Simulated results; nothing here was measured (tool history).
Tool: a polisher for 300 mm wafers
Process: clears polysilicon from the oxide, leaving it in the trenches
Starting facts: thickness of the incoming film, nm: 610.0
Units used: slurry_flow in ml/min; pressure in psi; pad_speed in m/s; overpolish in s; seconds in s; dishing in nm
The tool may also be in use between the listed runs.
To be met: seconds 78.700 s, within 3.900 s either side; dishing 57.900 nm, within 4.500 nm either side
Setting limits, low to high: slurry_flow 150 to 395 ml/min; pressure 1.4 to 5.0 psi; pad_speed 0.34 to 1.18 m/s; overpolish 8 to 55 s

run	hour	slurry_flow	pressure	pad_speed	overpolish	seconds	dishing
1	0.0	250	3.2	0.76	28	59.224	74.706
2	5.7	250	3.0	0.76	24	64.659	72.888
3	13.6	310	3.0	0.76	24	61.474	72.123
4	14.8	275	3.0	0.76	24	63.959	73.082
# hour 18.4: head pressure recalibrated
5	18.4	275	3.0	0.76	13	60.159	65.366
6	27.1	285	2.9	0.76	12	63.272	59.966
7	31.0	285	2.8	0.76	12	63.152	60.506
8	33.7	285	2.7	0.76	12	67.235	57.291
9	37.2	285	2.7	0.76	13	66.678	61.893
10	44.2	285	2.6	0.76	12	67.616	59.102
11	45.9	285	2.5	0.76	13	69.822	58.522
12	49.9	285	2.4	0.76	14	72.581	57.024
13	55.9	285	2.4	0.76	15	74.034	59.804

Of the 5 settings listed for the next run, only one would bring every result within its allowed miss of target. Which one?
A	61.9	315	2.8	0.74	15	?	?
B	61.9	335	1.8	1.06	17	?	?
C	61.9	280	2.3	0.86	17	?	?
D	61.9	270	2.5	0.72	26	?	?
E	61.9	230	2.8	0.64	14	?	?

move	seconds	dishing
A	66.517	66.214
B	71.173	67.475
C	70.254	67.751
D	77.352	73.435
E	79.185	60.221
A: moves away from the targets compared with the last run
B: moves away from the targets compared with the last run
C: moves away from the targets compared with the last run
D: the worst result of the last run now meets its target, but another is out of spec
E: each result inside its tolerance
So the answer is move E, the one that meets all the targets.

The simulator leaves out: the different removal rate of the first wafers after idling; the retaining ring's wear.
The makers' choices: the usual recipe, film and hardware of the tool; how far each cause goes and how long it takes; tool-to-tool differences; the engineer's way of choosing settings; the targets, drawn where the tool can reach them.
